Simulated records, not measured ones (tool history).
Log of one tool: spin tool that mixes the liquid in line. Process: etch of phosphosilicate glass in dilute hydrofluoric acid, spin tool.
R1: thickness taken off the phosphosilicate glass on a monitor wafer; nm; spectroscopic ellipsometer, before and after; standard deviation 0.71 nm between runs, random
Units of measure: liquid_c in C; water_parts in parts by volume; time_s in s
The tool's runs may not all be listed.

Run 1, day 0: liquid_c 20 C, water_parts 55 parts by volume, time_s 50 s. Result: R1 110.61 nm.
Run 2, day 0.375: liquid_c 22.5 C, water_parts 55 parts by volume, time_s 50 s. Result: R1 124.13 nm.
Run 3, day 0.471: liquid_c 21.5 C, water_parts 55 parts by volume, time_s 50 s. Result: R1 117.22 nm.
Run 4, day 0.7: liquid_c 21.5 C, water_parts 45 parts by volume, time_s 50 s. Result: R1 143.95 nm.
Run 5, day 0.838: liquid_c 20.5 C, water_parts 50 parts by volume, time_s 50 s. Result: R1 126.63 nm.
Run 6, day 1.188: liquid_c 20 C, water_parts 50 parts by volume, time_s 50 s. Result: R1 122.29 nm.
Run 7, day 1.354: liquid_c 19.5 C, water_parts 50 parts by volume, time_s 50 s. Result: R1 122.11 nm.

Forecast run 8:
Run 8, day 1.388: liquid_c 19.5 C, water_parts 50 parts by volume, time_s 50 s. Result: R1 ?.

R1: 120.29 nm
